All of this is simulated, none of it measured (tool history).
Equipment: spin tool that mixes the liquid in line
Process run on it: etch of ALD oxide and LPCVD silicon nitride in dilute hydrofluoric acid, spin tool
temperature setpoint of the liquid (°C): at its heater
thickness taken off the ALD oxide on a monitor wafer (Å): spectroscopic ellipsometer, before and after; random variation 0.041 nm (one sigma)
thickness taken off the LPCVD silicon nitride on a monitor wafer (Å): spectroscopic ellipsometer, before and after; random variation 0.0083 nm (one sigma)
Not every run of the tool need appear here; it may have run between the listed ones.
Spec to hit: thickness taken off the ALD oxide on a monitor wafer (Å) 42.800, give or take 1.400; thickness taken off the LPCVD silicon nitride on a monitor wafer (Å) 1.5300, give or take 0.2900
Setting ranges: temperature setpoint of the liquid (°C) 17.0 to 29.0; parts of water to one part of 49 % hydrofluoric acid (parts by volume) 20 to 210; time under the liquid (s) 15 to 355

run	hour	temperature setpoint of the liquid (°C)	parts of water to one part of 49 % hydrofluoric acid (parts by volume)	time under the liquid (s)	thickness taken off the ALD oxide on a monitor wafer (Å)	thickness taken off the LPCVD silicon nitride on a monitor wafer (Å)
1	0.0	21.0	115	180	200.180	6.2558
2	0.5	21.0	85	180	278.110	8.5024
3	9.3	21.0	70	180	340.730	10.8920
4	17.0	18.5	70	180	308.960	8.3999
5	22.7	18.5	90	180	231.510	7.2411
6	23.5	18.5	130	180	152.660	5.3217
7	24.4	18.0	155	160	109.890	3.3375
8	25.4	17.5	175	135	79.781	2.4582
9	30.7	17.5	185	115	64.054	2.1247
10	37.6	17.5	195	105	54.315	1.5913
11	44.4	17.5	200	100	50.220	1.5965

Below are 4 possible settings for the next run. Only one of them brings all results inside the allowed miss of their targets. Which is it?
A	51.2	17.0	155	90	?	?
B	51.2	20.0	205	80	?	?
C	51.2	17.0	190	105	?	?
D	51.2	17.0	160	100	?	?

move	thickness taken off the ALD oxide on a monitor wafer (Å)	thickness taken off the LPCVD silicon nitride on a monitor wafer (Å)
A	59.186	2.0342
B	42.689	1.6873
C	54.500	1.9515
D	63.402	2.1922
A: its largest miss is bigger than the last run's
B: meets every target
C: its largest miss is bigger than the last run's
D: its largest miss is bigger than the last run's
B is the move that brings every result within its allowed miss.
